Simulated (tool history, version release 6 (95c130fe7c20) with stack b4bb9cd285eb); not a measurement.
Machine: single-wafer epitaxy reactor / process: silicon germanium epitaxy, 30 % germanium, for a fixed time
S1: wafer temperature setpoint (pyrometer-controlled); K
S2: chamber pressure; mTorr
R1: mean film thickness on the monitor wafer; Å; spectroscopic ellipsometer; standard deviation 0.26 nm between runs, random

run  hour      S1     S2      R1
  1     0  868.15  17100  520.09
  2   7.2  873.15  17200  574.54
  3  15.3  877.15  17300  620.15
  4  18.6  880.15  17400  661.66
  5  21.9  871.15  17400  556.92
  6  25.9  871.15  20100  581.86
  7  28.5  875.15  20200  622.76

Forecast run 8:
  8  32.2  878.15  20300   ?

R1: 670.11 Å
